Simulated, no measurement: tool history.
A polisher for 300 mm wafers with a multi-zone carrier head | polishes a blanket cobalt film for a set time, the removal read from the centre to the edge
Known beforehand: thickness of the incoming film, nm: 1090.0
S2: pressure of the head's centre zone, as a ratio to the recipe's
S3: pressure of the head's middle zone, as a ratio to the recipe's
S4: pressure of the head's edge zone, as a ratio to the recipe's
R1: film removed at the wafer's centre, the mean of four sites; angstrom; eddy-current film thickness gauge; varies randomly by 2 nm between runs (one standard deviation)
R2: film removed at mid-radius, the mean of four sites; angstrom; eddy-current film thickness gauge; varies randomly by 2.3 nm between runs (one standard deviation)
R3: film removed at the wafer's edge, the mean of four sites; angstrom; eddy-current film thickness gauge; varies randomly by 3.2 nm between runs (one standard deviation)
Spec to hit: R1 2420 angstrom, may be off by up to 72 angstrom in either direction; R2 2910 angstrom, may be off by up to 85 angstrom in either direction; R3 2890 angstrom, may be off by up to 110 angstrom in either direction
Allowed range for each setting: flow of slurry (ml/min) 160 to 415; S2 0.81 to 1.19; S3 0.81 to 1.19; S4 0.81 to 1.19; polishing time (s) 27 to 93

run 1 hour=0 | flow_of_slurry_(ml/min)=265 S2=1 S3=1 S4=1 polishing_time_(s)=59 | R1=3578.8 R2=3468.5 R3=3626.3
run 2 hour=7.5 | flow_of_slurry_(ml/min)=265 S2=1.08 S3=1 S4=1 polishing_time_(s)=59 | R1=3866 R2=3482.1 R3=3556.8
run 3 hour=14.1 | flow_of_slurry_(ml/min)=265 S2=1.08 S3=1 S4=1 polishing_time_(s)=73 | R1=4713.9 R2=4203.6 R3=4471.8
run 4 hour=23 | flow_of_slurry_(ml/min)=255 S2=1.04 S3=1 S4=0.99 polishing_time_(s)=68 | R1=4245.1 R2=3913.4 R3=4012.8
run 5 hour=30.9 | flow_of_slurry_(ml/min)=260 S2=1 S3=1.01 S4=0.99 polishing_time_(s)=64 | R1=3867.1 R2=3752.4 R3=3835.6
run 6 hour=31.6 | flow_of_slurry_(ml/min)=255 S2=0.97 S3=1.02 S4=0.99 polishing_time_(s)=61 | R1=3550.6 R2=3604.9 R3=3715.7
run 7 hour=38.2 | flow_of_slurry_(ml/min)=245 S2=0.94 S3=1.02 S4=0.98 polishing_time_(s)=59 | R1=3314.4 R2=3486.3 R3=3493.5
run 8 hour=41.1 | flow_of_slurry_(ml/min)=235 S2=0.92 S3=1.02 S4=0.98 polishing_time_(s)=57 | R1=3136.6 R2=3342.5 R3=3397
run 9 hour=43.1 | flow_of_slurry_(ml/min)=230 S2=0.9 S3=1.02 S4=0.98 polishing_time_(s)=56 | R1=2968.9 R2=3246.1 R3=3262.6
run 10 hour=48.4 | flow_of_slurry_(ml/min)=230 S2=0.9 S3=1.02 S4=0.98 polishing_time_(s)=56 | R1=2973.5 R2=3234.7 R3=3366.7
run 11 hour=54.9 | flow_of_slurry_(ml/min)=220 S2=0.89 S3=1.02 S4=0.97 polishing_time_(s)=55 | R1=2910.5 R2=3233.7 R3=3238.6
run 12 hour=63.6 | flow_of_slurry_(ml/min)=215 S2=0.88 S3=1.02 S4=0.97 polishing_time_(s)=54 | R1=2749.7 R2=3078.9 R3=3151

Which single option among these 5 for the next run brings every result within its allowed miss of target? Just one does.
run A hour=72.3 | flow_of_slurry_(ml/min)=210 S2=0.83 S3=0.96 S4=1.04 polishing_time_(s)=55 | R1=? R2=? R3=?
run B hour=72.3 | flow_of_slurry_(ml/min)=350 S2=1.16 S3=1.01 S4=0.87 polishing_time_(s)=48 | R1=? R2=? R3=?
run C hour=72.3 | flow_of_slurry_(ml/min)=160 S2=0.98 S3=1.07 S4=0.96 polishing_time_(s)=57 | R1=? R2=? R3=?
run D hour=72.3 | flow_of_slurry_(ml/min)=200 S2=0.83 S3=1.05 S4=0.96 polishing_time_(s)=50 | R1=? R2=? R3=?
run E hour=72.3 | flow_of_slurry_(ml/min)=240 S2=0.81 S3=1.01 S4=1.11 polishing_time_(s)=49 | R1=? R2=? R3=?

move=A R1=2710.7 R2=3021.4 R3=3324.4
move=B R1=3507.4 R2=2862.3 R3=2769.1
move=C R1=3190.5 R2=3240.8 R3=3223.6
move=D R1=2448.9 R2=2896.1 R3=2892
move=E R1=2397.4 R2=2825.2 R3=3093.3
A: closer than the last run, but not yet in spec
B: further off than the last run
C: further off than the last run
D: in spec on every target
E: brings the last run's worst result on target, with another outside its allowed miss
D meets every target.
